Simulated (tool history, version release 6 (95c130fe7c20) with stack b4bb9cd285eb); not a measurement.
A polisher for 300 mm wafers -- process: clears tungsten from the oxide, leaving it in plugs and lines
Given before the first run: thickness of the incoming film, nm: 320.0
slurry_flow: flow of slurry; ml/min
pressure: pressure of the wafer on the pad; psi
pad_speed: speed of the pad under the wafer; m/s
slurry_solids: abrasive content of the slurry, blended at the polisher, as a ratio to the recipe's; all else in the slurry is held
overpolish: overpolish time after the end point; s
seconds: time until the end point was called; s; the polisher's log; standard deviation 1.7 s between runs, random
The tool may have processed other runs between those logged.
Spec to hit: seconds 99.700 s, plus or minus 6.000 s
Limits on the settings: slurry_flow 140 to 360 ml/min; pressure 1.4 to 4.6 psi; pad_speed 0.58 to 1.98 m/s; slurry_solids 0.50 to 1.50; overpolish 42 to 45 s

Run 1, hour 0.0: slurry_flow 230 ml/min, pressure 3.0 psi, pad_speed 1.28 m/s, slurry_solids 1.00, overpolish 42 s. Result: seconds 68.251 s.
Run 2, hour 7.2: slurry_flow 230 ml/min, pressure 3.0 psi, pad_speed 1.48 m/s, slurry_solids 1.00, overpolish 42 s. Result: seconds 61.261 s.
Run 3, hour 10.7: slurry_flow 230 ml/min, pressure 2.9 psi, pad_speed 1.46 m/s, slurry_solids 1.00, overpolish 42 s. Result: seconds 63.972 s.
Run 4, hour 13.2: slurry_flow 230 ml/min, pressure 2.9 psi, pad_speed 1.32 m/s, slurry_solids 1.00, overpolish 42 s. Result: seconds 66.985 s.
Run 5, hour 21.5: slurry_flow 230 ml/min, pressure 2.8 psi, pad_speed 1.30 m/s, slurry_solids 1.00, overpolish 42 s. Result: seconds 71.800 s.
Run 6, hour 26.0: slurry_flow 230 ml/min, pressure 3.1 psi, pad_speed 1.30 m/s, slurry_solids 1.00, overpolish 42 s. Result: seconds 65.802 s.
Run 7, hour 28.1: slurry_flow 230 ml/min, pressure 3.0 psi, pad_speed 1.28 m/s, slurry_solids 1.00, overpolish 42 s. Result: seconds 69.101 s.
Run 8, hour 34.4: slurry_flow 230 ml/min, pressure 2.9 psi, pad_speed 1.26 m/s, slurry_solids 1.00, overpolish 42 s. Result: seconds 71.797 s.
Run 9, hour 42.6: slurry_flow 230 ml/min, pressure 2.8 psi, pad_speed 1.26 m/s, slurry_solids 1.00, overpolish 42 s. Result: seconds 73.537 s.

4 candidate next runs follow, results not yet known. Just one meets every target within its allowed miss. Identify it.
Run A, hour 50.8: slurry_flow 205 ml/min, pressure 2.8 psi, pad_speed 1.10 m/s, slurry_solids 0.90, overpolish 42 s. Result: seconds ?.
Run B, hour 50.8: slurry_flow 280 ml/min, pressure 2.4 psi, pad_speed 0.82 m/s, slurry_solids 0.80, overpolish 45 s. Result: seconds ?.
Run C, hour 50.8: slurry_flow 265 ml/min, pressure 1.9 psi, pad_speed 0.90 m/s, slurry_solids 1.05, overpolish 42 s. Result: seconds ?.
Run D, hour 50.8: slurry_flow 230 ml/min, pressure 2.2 psi, pad_speed 0.98 m/s, slurry_solids 1.10, overpolish 43 s. Result: seconds ?.

move  seconds
   A   84.928
   B  114.260
   C  119.890
   D  102.710
A: an improvement on the last run, though not all results are within tolerance
B: takes the result that was furthest off past its target
C: takes the result that was furthest off past its target
D: all results in spec
Correct choice: D, which meets every target

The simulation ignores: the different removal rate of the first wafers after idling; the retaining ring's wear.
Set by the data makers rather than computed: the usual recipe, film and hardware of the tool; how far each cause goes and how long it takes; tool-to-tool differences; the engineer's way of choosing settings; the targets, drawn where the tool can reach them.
